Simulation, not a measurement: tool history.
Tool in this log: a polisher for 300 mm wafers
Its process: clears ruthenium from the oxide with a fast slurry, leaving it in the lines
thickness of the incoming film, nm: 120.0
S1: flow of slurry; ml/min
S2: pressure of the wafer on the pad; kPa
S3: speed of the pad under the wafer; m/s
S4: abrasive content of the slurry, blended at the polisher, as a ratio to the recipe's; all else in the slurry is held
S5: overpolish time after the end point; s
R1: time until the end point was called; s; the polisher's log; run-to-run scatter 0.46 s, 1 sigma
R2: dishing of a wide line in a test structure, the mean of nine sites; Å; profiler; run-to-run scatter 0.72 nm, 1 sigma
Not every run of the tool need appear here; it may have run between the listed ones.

run	hour	S1	S2	S3	S4	S5	R1	R2
1	0	265	17.2	1.02	1	17	38.459	482.89
2	1.1	265	17.2	1.02	1	16	38.364	463.06
3	3.6	265	17.2	1.02	1.15	16	36.207	493.28
4	12.1	265	17.2	1.02	1.3	16	34.737	486.52
5	13.4	265	16.5	1.02	1.3	16	36.839	508.23
6	22	235	16.5	1.02	1.3	16	36.426	495.07

Run 7, settings as shown, results not yet in. Your forecast:
7	28.2	235	16.5	1.02	1.3	15	?	?

{"run 7": {"R1": 36.191, "R2": 464.99}}
